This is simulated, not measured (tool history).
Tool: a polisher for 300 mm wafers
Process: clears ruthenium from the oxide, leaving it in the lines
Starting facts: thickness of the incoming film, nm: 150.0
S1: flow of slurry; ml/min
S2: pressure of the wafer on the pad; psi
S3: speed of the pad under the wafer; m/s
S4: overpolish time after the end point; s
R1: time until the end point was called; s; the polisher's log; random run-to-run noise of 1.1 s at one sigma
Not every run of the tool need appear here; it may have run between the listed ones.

{"run": 1, "hour": 0.0, "S1": 300, "S2": 1.9, "S3": 1.16, "S4": 4, "R1": 130.75}
{"run": 2, "hour": 2.9, "S1": 300, "S2": 2.0, "S3": 1.16, "S4": 4, "R1": 121.91}
{"run": 3, "hour": 6.3, "S1": 340, "S2": 2.0, "S3": 1.16, "S4": 4, "R1": 122.03}
{"run": 4, "hour": 10.3, "S1": 340, "S2": 1.6, "S3": 1.16, "S4": 4, "R1": 153.9}
{"run": 5, "hour": 19.1, "S1": 275, "S2": 1.6, "S3": 1.16, "S4": 4, "R1": 155.0}
{"run": 6, "hour": 22.0, "S1": 275, "S2": 1.6, "S3": 1.42, "S4": 4, "R1": 126.78}
{"run": 7, "hour": 25.5, "S1": 275, "S2": 1.7, "S3": 1.42, "S4": 4, "R1": 120.01}

For run 8, what comes out?
{"run": 8, "hour": 32.4, "S1": 275, "S2": 1.8, "S3": 1.42, "S4": 4, "R1": "?"}

R1: 110.94 s

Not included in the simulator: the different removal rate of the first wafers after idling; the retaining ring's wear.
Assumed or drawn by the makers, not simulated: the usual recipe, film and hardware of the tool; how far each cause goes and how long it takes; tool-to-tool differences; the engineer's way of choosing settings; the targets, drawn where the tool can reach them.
